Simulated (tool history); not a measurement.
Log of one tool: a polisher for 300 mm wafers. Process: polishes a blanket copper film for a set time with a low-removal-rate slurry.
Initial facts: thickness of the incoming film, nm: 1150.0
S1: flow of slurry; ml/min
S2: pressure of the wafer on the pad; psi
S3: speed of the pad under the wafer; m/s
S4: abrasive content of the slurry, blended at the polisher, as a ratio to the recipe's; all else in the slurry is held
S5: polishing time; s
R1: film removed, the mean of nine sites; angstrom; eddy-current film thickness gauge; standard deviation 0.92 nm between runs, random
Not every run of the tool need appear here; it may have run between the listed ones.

run 1 hour=0.0 | S1=125 S2=2.4 S3=1.20 S4=1.0 S5=42 | R1=1326.90
run 2 hour=2.8 | S1=120 S2=2.2 S3=1.20 S4=1.0 S5=42 | R1=1221.70
run 3 hour=6.7 | S1=120 S2=2.0 S3=1.20 S4=1.0 S5=42 | R1=1142.40
run 4 hour=10.4 | S1=120 S2=2.0 S3=0.94 S4=1.0 S5=42 | R1=884.31
run 5 hour=16.0 | S1=115 S2=2.0 S3=0.94 S4=1.0 S5=42 | R1=888.53
run 6 hour=17.8 | S1=115 S2=2.2 S3=0.94 S4=1.0 S5=42 | R1=965.70
-- hour=23.4 slurry blender recalibrated
run 7 hour=23.4 | S1=115 S2=2.1 S3=0.94 S4=1.0 S5=42 | R1=999.07
run 8 hour=32.2 | S1=120 S2=2.1 S3=0.94 S4=1.0 S5=42 | R1=1007.00
run 9 hour=38.7 | S1=115 S2=2.1 S3=0.94 S4=1.0 S5=42 | R1=980.39

Estimate the outcome of run 10 from the log above:
run 10 hour=43.4 | S1=115 S2=2.0 S3=0.94 S4=1.0 S5=42 | R1=?

{"run 10": {"R1": 977.74}}
